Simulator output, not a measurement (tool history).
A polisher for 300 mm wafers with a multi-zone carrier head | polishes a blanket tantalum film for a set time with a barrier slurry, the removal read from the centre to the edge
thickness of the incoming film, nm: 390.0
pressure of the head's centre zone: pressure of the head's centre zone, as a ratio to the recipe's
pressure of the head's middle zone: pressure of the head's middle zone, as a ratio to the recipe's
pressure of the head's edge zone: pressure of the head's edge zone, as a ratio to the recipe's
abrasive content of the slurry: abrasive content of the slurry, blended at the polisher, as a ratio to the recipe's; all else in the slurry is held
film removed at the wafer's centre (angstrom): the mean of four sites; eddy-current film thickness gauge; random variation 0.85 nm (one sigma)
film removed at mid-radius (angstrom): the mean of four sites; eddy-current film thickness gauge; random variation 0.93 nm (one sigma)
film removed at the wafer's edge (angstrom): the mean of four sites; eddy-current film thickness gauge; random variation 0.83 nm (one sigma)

| run | hour | flow of slurry (ml/min) | pressure of the head's centre zone | pressure of the head's middle zone | pressure of the head's edge zone | abrasive content of the slurry | polishing time (s) | film removed at the wafer's centre (angstrom) | film removed at mid-radius (angstrom) | film removed at the wafer's edge (angstrom) |
|---|---|---|---|---|---|---|---|---|---|---|
| 1 | 0.0 | 200 | 1.00 | 1.00 | 1.00 | 1.00 | 74 | 978.15 | 983.16 | 951.18 |
| 2 | 3.6 | 200 | 1.00 | 1.00 | 1.00 | 1.15 | 74 | 990.32 | 1020.40 | 985.80 |
| 3 | 8.5 | 200 | 1.00 | 1.00 | 1.00 | 0.95 | 74 | 986.52 | 983.92 | 943.36 |
| 4 | 9.9 | 195 | 0.97 | 0.97 | 0.99 | 0.85 | 72 | 873.41 | 904.69 | 903.75 |
| 5 | 14.1 | 195 | 0.97 | 0.96 | 0.98 | 0.80 | 70 | 848.50 | 855.23 | 868.59 |
| 6 | 20.7 | 230 | 0.97 | 0.96 | 0.98 | 0.80 | 70 | 866.48 | 886.31 | 889.78 |
| 7 | 23.1 | 220 | 0.97 | 0.95 | 0.96 | 0.75 | 69 | 839.32 | 840.42 | 842.86 |
| 8 | 26.3 | 215 | 0.96 | 0.93 | 0.94 | 0.70 | 69 | 819.08 | 799.74 | 816.10 |
| 9 | 27.3 | 210 | 0.94 | 0.92 | 0.92 | 0.65 | 69 | 791.05 | 788.45 | 797.92 |
| 10 | 32.6 | 205 | 0.93 | 0.91 | 0.91 | 0.60 | 69 | 771.68 | 780.68 | 779.85 |
| 11 | 35.7 | 200 | 0.92 | 0.89 | 0.90 | 0.60 | 69 | 754.30 | 745.86 | 786.30 |

The next listed run, before its measurement:
| 12 | 40.6 | 195 | 0.91 | 0.89 | 0.89 | 0.60 | 69 | ? | ? | ? |

{"run 12": {"film removed at the wafer's centre (angstrom)": 735.64, "film removed at mid-radius (angstrom)": 763.62, "film removed at the wafer's edge (angstrom)": 771.71}}
